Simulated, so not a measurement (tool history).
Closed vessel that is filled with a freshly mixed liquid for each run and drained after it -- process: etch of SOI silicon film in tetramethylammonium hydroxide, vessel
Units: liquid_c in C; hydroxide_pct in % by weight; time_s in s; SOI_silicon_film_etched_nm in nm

run	hour	liquid_c	hydroxide_pct	time_s	SOI_silicon_film_etched_nm
1	0	74	12	30	277.59
2	2.4	73	12	30	268.37
3	8	69.5	12	30	213.43
4	12.4	69	12	30	208.5
5	13.5	65.5	12	30	167.64
6	16.7	66	12	30	176.07
7	19.2	66	12	30	176.83

Expected results for the next run?
8	26.1	66.5	12	30	?

SOI_silicon_film_etched_nm: 177.36 nm
